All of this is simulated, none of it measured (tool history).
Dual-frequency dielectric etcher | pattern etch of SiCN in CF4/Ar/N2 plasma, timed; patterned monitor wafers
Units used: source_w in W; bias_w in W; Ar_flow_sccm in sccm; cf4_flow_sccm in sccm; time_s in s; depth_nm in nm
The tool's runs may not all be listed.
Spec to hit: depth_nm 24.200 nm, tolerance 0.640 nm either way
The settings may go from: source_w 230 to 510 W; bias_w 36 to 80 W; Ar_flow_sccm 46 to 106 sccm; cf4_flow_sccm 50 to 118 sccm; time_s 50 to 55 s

| run | hour | source_w | bias_w | Ar_flow_sccm | cf4_flow_sccm | time_s | depth_nm |
|---|---|---|---|---|---|---|---|
| 1 | 0.0 | 370 | 58 | 76 | 84 | 55 | 35.685 |
| 2 | 7.0 | 370 | 58 | 69 | 84 | 55 | 36.460 |
| 3 | 12.4 | 340 | 55 | 71 | 83 | 55 | 33.002 |
| 4 | 18.5 | 310 | 53 | 72 | 82 | 55 | 29.191 |
| 5 | 19.7 | 310 | 53 | 72 | 82 | 55 | 29.117 |
| 6 | 27.9 | 300 | 53 | 72 | 82 | 55 | 28.295 |
|  | 30.8 | Ar flow controller replaced |
| 7 | 30.8 | 290 | 53 | 72 | 82 | 55 | 26.552 |
| 8 | 34.3 | 280 | 53 | 72 | 82 | 55 | 25.628 |

Pick the move, out of 4, that brings all results within their allowed miss; only one does.
| A | 37.8 | 290 | 46 | 68 | 84 | 51 | ? |
| B | 37.8 | 260 | 50 | 58 | 98 | 50 | ? |
| C | 37.8 | 240 | 53 | 58 | 79 | 55 | ? |
| D | 37.8 | 320 | 44 | 88 | 86 | 54 | ? |

| move | depth_nm |
|---|---|
| A | 24.364 |
| B | 22.390 |
| C | 22.362 |
| D | 27.020 |
A: all results in spec
B: the result that was furthest off in the last run now lies on the other side of its target
C: the result that was furthest off in the last run now lies on the other side of its target
D: further off than the last run
A meets every target.
